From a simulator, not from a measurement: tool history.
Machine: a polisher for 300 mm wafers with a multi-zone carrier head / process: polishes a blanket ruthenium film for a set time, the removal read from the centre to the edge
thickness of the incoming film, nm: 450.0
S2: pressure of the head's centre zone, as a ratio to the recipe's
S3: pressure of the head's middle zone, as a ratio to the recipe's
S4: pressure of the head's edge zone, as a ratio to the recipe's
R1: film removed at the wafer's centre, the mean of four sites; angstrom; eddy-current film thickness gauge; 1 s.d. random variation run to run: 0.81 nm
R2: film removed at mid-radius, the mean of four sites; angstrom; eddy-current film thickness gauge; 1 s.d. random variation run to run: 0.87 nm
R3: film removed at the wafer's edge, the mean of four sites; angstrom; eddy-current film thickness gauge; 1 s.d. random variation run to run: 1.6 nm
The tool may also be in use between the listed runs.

{"run": 1, "hour": 0.0, "flow of slurry (ml/min)": 305, "S2": 1, "S3": 1, "S4": 1, "polishing time (s)": 64, "R1": 1002.1, "R2": 999.74, "R3": 989.14}
{"run": 2, "hour": 7.8, "flow of slurry (ml/min)": 305, "S2": 1, "S3": 1, "S4": 1, "polishing time (s)": 72, "R1": 1126.8, "R2": 1122.3, "R3": 1110.1}
{"run": 3, "hour": 9.1, "flow of slurry (ml/min)": 320, "S2": 1, "S3": 1.05, "S4": 1.05, "polishing time (s)": 73, "R1": 1134.3, "R2": 1199.7, "R3": 1149.1}
{"run": 4, "hour": 17.7, "flow of slurry (ml/min)": 330, "S2": 1.01, "S3": 1.07, "S4": 1.08, "polishing time (s)": 74, "R1": 1168.2, "R2": 1225.8, "R3": 1191.8}
{"run": 5, "hour": 23.3, "flow of slurry (ml/min)": 340, "S2": 1.01, "S3": 1.1, "S4": 1.1, "polishing time (s)": 75, "R1": 1180.4, "R2": 1269.8, "R3": 1230.8}
{"run": 6, "hour": 24.9, "flow of slurry (ml/min)": 340, "S2": 1.01, "S3": 1.06, "S4": 1.1, "polishing time (s)": 75, "R1": 1191.4, "R2": 1231.3, "R3": 1225.3}
{"run": 7, "hour": 30.0, "flow of slurry (ml/min)": 350, "S2": 1.01, "S3": 1.09, "S4": 1.11, "polishing time (s)": 76, "R1": 1202.7, "R2": 1295.2, "R3": 1248.7}
{"run": 8, "hour": 31.5, "flow of slurry (ml/min)": 365, "S2": 1.01, "S3": 1.1, "S4": 1.12, "polishing time (s)": 76, "R1": 1211.3, "R2": 1302.5, "R3": 1245}

What will run 9 give?
{"run": 9, "hour": 34.4, "flow of slurry (ml/min)": 365, "S2": 1.01, "S3": 1.12, "S4": 1.13, "polishing time (s)": 77, "R1": "?", "R2": "?", "R3": "?"}

R1: 1231.3 angstrom
R2: 1321.8 angstrom
R3: 1245.7 angstrom
